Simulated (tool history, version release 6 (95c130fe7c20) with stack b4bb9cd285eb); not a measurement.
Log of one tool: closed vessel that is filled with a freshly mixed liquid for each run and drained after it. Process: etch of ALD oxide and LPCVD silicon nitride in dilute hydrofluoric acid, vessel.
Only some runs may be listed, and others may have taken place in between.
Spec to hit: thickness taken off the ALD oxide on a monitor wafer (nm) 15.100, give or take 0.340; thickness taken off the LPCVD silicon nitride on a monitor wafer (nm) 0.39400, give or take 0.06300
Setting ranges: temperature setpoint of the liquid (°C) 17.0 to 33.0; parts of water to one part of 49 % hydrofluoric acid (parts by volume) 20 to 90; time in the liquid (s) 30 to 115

run  hour  temperature setpoint of the liquid (°C)  parts of water to one part of 49 % hydrofluoric acid (parts by volume)  time in the liquid (s)  thickness taken off the ALD oxide on a monitor wafer (nm)  thickness taken off the LPCVD silicon nitride on a monitor wafer (nm)
  1   0.0                                     25.0                                                                      50                      60                                                     29.526                                                                0.67293
  2   7.0                                     28.0                                                                      50                      60                                                     33.456                                                                0.81440
  3   8.2                                     31.5                                                                      50                      60                                                     38.315                                                                1.00840
  4  11.5                                     31.5                                                                      50                      40                                                     25.603                                                                0.66803
  5  16.0                                     31.5                                                                      30                      40                                                     43.663                                                                1.08180
  6  22.7                                     28.0                                                                      30                      40                                                     38.371                                                                0.87330
  7  24.8                                     24.0                                                                      50                      40                                                     18.767                                                                0.44841
     29.0  -- thermometer replaced
  8  29.0                                     23.0                                                                      50                      40                                                     17.384                                                                0.36873
  9  37.7                                     22.5                                                                      55                      40                                                     15.330                                                                0.34030
 10  40.6                                     23.0                                                                      55                      40                                                     15.525                                                                0.33334
 11  42.8                                     23.5                                                                      60                      40                                                     14.547                                                                0.30055
 12  45.3                                     24.0                                                                      60                      40                                                     14.897                                                                0.32641

Which of these 5 next moves meets every target?
  A  47.8                                     31.5                                                                      60                      30                                                          ?                                                                      ?
  B  47.8                                     17.0                                                                      50                      45                                                          ?                                                                      ?
  C  47.8                                     17.0                                                                      45                      40                                                          ?                                                                      ?
  D  47.8                                     25.5                                                                      65                      40                                                          ?                                                                      ?
  E  47.8                                     20.5                                                                      70                      55                                                          ?                                                                      ?

move  thickness taken off the ALD oxide on a monitor wafer (nm)  thickness taken off the LPCVD silicon nitride on a monitor wafer (nm)
   A                                                     14.916                                                                0.36713
   B                                                     15.032                                                                0.24864
   C                                                     14.930                                                                0.24473
   D                                                     14.399                                                                0.30654
   E                                                     14.887                                                                0.27980
A: hits every target within its allowed miss
B: lands further from the targets than the last run did
C: lands further from the targets than the last run did
D: lands further from the targets than the last run did
E: lands further from the targets than the last run did
The move that meets every target is A.

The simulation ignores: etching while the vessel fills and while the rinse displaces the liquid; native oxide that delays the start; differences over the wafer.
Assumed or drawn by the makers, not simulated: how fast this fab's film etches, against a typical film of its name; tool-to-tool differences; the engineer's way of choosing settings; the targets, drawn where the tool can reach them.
